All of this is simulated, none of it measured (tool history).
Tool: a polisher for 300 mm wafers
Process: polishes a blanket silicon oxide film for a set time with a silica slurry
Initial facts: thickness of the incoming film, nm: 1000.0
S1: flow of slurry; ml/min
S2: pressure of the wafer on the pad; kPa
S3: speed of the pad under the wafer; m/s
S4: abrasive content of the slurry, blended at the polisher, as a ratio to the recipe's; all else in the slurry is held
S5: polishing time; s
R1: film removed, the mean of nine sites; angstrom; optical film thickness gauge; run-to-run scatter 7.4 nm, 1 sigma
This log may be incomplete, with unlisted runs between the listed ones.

| run | hour | S1 | S2 | S3 | S4 | S5 | R1 |
|---|---|---|---|---|---|---|---|
| 1 | 0 | 190 | 35.9 | 1.24 | 1 | 105 | 4608.9 |
| 2 | 6.2 | 195 | 39.3 | 1.26 | 1 | 105 | 5036 |
| 3 | 14.9 | 195 | 42.1 | 1.32 | 1 | 105 | 5656.3 |
| 4 | 21.2 | 195 | 44.8 | 1.34 | 1 | 105 | 6071.1 |
| 5 | 22.2 | 200 | 46.9 | 1.38 | 1 | 105 | 6466 |
| 6 | 25.3 | 200 | 48.3 | 1.42 | 1 | 105 | 6910.7 |
| 7 | 30.9 | 200 | 49.6 | 1.44 | 1 | 105 | 7060.8 |
| 8 | 35.3 | 200 | 51 | 1.48 | 1 | 105 | 7450.3 |

What will run 9 give?
| 9 | 43.2 | 205 | 51.7 | 1.5 | 1 | 105 | ? |

Run 9 yielded R1 7700.5 angstrom.
